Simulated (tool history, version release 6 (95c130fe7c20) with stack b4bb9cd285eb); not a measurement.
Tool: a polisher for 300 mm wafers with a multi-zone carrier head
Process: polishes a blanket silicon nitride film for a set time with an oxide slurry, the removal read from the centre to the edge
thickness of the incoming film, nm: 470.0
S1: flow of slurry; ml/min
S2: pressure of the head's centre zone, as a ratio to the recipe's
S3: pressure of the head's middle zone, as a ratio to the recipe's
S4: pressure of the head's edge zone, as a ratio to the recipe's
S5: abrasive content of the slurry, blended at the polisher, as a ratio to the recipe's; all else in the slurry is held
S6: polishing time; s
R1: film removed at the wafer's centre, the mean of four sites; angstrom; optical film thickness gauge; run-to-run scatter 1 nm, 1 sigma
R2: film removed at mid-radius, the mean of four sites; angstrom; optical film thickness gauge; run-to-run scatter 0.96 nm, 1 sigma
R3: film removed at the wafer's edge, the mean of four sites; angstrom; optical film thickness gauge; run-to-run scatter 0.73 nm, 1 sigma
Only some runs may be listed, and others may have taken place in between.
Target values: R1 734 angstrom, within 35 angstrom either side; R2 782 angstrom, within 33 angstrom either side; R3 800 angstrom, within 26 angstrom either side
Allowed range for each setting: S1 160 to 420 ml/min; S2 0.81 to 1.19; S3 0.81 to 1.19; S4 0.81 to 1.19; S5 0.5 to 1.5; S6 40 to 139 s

run  hour   S1    S2    S3    S4    S5  S6      R1      R2      R3
  1     0  270     1     1     1     1  89  585.65   580.6  581.53
  2   4.6  305     1     1     1     1  89  595.06  590.16  599.45
  3  13.3  315     1  1.01  1.02  1.05  89  604.87  601.13  619.01
  4  16.3  380     1  1.01  1.02  1.05  89  620.87  610.23  615.25
  5  23.7  380  1.09  1.01  1.02  1.05  89   672.6  628.84  622.97
  6  28.1  375  1.07  1.02  1.03   1.1  89   681.2  632.63  641.17
  7  30.5  375  1.05  1.04  1.04  1.15  90  677.85  678.59  656.92
  8  36.6  360  0.99  0.98  1.14   1.4  93  719.86  697.05  776.42
  9  38.9  360  0.99  0.99  1.14   1.4  93  717.75  717.58   762.7

5 candidate next runs follow, results not yet known. Just one meets every target within its allowed miss. Identify it.
  A  41.2  345  0.92   0.9  1.19   1.4  94   ?   ?   ?
  B  41.2  375  0.87  1.05  1.15  1.35  98   ?   ?   ?
  C  41.2  370  0.96  1.13  1.12   1.4  98   ?   ?   ?
  D  41.2  355  0.86  0.94  1.19   1.4  95   ?   ?   ?
  E  41.2  275  0.99  1.06  1.18   1.5  95   ?   ?   ?

move      R1      R2      R3
   A  685.96  666.91  802.73
   B  672.27  786.03  814.04
   C  752.15  847.18  813.02
   D  649.45  700.64  812.23
   E  749.71  777.32  814.17
A: moves away from the targets compared with the last run
B: the furthest-off result lands on target, but another misses its tolerance
C: carries the result that was furthest off beyond its target, to the other side
D: moves away from the targets compared with the last run
E: every result within its allowed miss
E is the move that brings every result within its allowed miss.

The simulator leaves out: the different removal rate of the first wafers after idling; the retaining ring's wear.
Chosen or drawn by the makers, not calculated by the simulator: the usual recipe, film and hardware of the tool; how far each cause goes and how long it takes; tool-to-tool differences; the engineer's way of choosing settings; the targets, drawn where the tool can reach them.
